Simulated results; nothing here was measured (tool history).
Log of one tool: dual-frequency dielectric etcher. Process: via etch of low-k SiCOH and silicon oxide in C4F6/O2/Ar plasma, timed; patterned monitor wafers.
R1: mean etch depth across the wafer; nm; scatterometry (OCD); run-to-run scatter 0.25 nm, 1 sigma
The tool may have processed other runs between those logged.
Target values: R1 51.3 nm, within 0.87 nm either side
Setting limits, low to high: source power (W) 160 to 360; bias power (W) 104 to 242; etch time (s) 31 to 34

{"run": 1, "hour": 0.0, "source power (W)": 260, "bias power (W)": 173, "etch time (s)": 34, "R1": 63.58}
{"run": 2, "hour": 6.6, "source power (W)": 250, "bias power (W)": 169, "etch time (s)": 34, "R1": 61.662}
{"run": 3, "hour": 10.6, "source power (W)": 240, "bias power (W)": 167, "etch time (s)": 34, "R1": 60.658}
{"run": 4, "hour": 13.2, "source power (W)": 200, "bias power (W)": 167, "etch time (s)": 34, "R1": 55.583}
{"run": 5, "hour": 21.5, "source power (W)": 180, "bias power (W)": 165, "etch time (s)": 34, "R1": 52.23}
{"run": 6, "hour": 22.0, "source power (W)": 180, "bias power (W)": 179, "etch time (s)": 34, "R1": 54.345}
{"run": 7, "hour": 30.3, "source power (W)": 180, "bias power (W)": 178, "etch time (s)": 34, "R1": 54.113}
{"run": 8, "hour": 37.8, "source power (W)": 160, "bias power (W)": 163, "etch time (s)": 33.5, "R1": 48.239}
{"run": 9, "hour": 42.8, "source power (W)": 170, "bias power (W)": 164, "etch time (s)": 33.5, "R1": 49.806}

Which single option among these 4 for the next run brings every result within its allowed miss of target? Just one does.
{"run": "A", "hour": 47.8, "source power (W)": 200, "bias power (W)": 149, "etch time (s)": 32, "R1": "?"}
{"run": "B", "hour": 47.8, "source power (W)": 160, "bias power (W)": 181, "etch time (s)": 32.5, "R1": "?"}
{"run": "C", "hour": 47.8, "source power (W)": 180, "bias power (W)": 195, "etch time (s)": 31, "R1": "?"}
{"run": "D", "hour": 47.8, "source power (W)": 170, "bias power (W)": 165, "etch time (s)": 32.5, "R1": "?"}

move=A R1=49.475
move=B R1=49.095
move=C R1=51.348
move=D R1=48.551
A: its largest miss is bigger than the last run's
B: its largest miss is bigger than the last run's
C: every result within its allowed miss
D: its largest miss is bigger than the last run's
Correct choice: C, which meets every target

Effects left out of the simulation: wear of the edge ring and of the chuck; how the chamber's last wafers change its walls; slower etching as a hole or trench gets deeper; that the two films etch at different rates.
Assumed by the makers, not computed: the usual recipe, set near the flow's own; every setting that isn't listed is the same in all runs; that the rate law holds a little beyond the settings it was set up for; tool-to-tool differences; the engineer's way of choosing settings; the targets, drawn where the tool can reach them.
